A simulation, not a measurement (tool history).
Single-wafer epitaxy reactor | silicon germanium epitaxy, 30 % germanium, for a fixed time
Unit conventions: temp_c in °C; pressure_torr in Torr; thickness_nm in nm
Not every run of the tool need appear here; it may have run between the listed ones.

| run | hour | temp_c | pressure_torr | thickness_nm |
|---|---|---|---|---|
| 1 | 0 | 605 | 23.1 | 69.697 |
| 2 | 5 | 614 | 23.1 | 82.732 |
| 3 | 7.5 | 614 | 25.4 | 87.009 |
| 4 | 14.4 | 614 | 27.1 | 90.001 |
| 5 | 23.3 | 610 | 27.1 | 83.393 |
| 6 | 24.2 | 603 | 27.1 | 72.639 |

Forecast run 7:
| 7 | 31.7 | 597 | 26.8 | ? |

{"run 7": {"thickness_nm": 64.064}}
